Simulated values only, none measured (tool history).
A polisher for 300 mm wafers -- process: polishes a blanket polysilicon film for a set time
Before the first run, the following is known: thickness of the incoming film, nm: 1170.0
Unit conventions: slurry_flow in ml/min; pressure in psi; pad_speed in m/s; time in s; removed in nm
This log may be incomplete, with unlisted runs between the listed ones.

run,hour,slurry_flow,pressure,pad_speed,time,removed
1,0.0,305,3.1,0.90,27,178.60
2,6.1,305,3.1,0.90,27,179.39
3,7.4,305,3.3,0.90,27,188.45
4,13.0,305,3.0,0.90,27,173.42
5,19.8,305,3.0,0.90,24,153.66
6,24.2,305,3.0,1.08,24,181.12
7,29.0,305,3.2,1.08,24,196.09

Estimate the outcome of run 8 from the log above:
8,33.9,305,3.4,1.08,24,?

Run 8 gave removed 206.59 nm.
